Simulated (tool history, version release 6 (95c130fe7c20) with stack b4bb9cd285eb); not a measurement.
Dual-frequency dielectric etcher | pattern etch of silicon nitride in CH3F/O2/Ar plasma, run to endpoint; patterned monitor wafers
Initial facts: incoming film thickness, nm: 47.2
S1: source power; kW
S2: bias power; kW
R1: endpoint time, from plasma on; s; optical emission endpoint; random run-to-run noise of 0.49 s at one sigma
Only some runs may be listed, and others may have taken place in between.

run    day     S1     S2      R1
  1  0.000  0.500  0.095  56.474
  2  0.050  0.460  0.095  58.375
  3  0.083  0.490  0.095  56.722
  4  0.292  0.490  0.085  58.550
  5  0.471  0.470  0.084  59.732
  6  0.550  0.470  0.077  60.756
  7  0.642  0.460  0.076  61.169

Run 8 has not been measured yet. What should we expect?
  8  0.879  0.450  0.075   ?

Run 8 produced R1 61.767 s.
